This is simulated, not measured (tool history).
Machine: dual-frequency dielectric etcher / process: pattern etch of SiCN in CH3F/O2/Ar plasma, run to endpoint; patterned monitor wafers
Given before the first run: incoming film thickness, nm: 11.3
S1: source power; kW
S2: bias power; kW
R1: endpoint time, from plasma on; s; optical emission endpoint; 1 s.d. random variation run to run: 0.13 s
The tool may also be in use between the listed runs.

run,hour,S1,S2,R1
1,0.0,0.280,0.064,34.260
2,2.9,0.330,0.064,32.268
3,11.4,0.370,0.064,30.979
4,17.2,0.370,0.066,31.157
5,19.5,0.350,0.066,31.287
6,25.2,0.350,0.055,33.588
7,27.7,0.360,0.059,32.354
8,30.0,0.360,0.059,32.473

For run 9, what comes out?
9,38.3,0.370,0.062,?

{"run 9": {"R1": 31.698}}
